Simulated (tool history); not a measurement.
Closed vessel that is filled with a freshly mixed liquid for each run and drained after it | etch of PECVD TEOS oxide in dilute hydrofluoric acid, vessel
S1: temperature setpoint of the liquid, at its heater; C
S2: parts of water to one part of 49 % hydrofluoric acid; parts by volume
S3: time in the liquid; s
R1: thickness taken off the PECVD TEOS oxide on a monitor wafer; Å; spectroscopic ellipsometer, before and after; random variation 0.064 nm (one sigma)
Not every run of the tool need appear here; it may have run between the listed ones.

run  hour    S1  S2   S3      R1
  1   0.0  25.0  75  100  180.66
  2   7.9  25.0  55  100  251.58
  3  15.9  24.0  55  100  242.38
  4  17.6  24.0  55  105  254.81
  5  21.1  27.5  55  105  292.86
  6  29.7  27.5  55  105  293.83
  7  33.9  26.5  60  105  258.56
  8  41.0  25.5  60  105  247.29

Run 9, settings as shown, results not yet in. Your forecast:
  9  42.3  24.5  60  105   ?

{"run 9": {"R1": 235.81}}
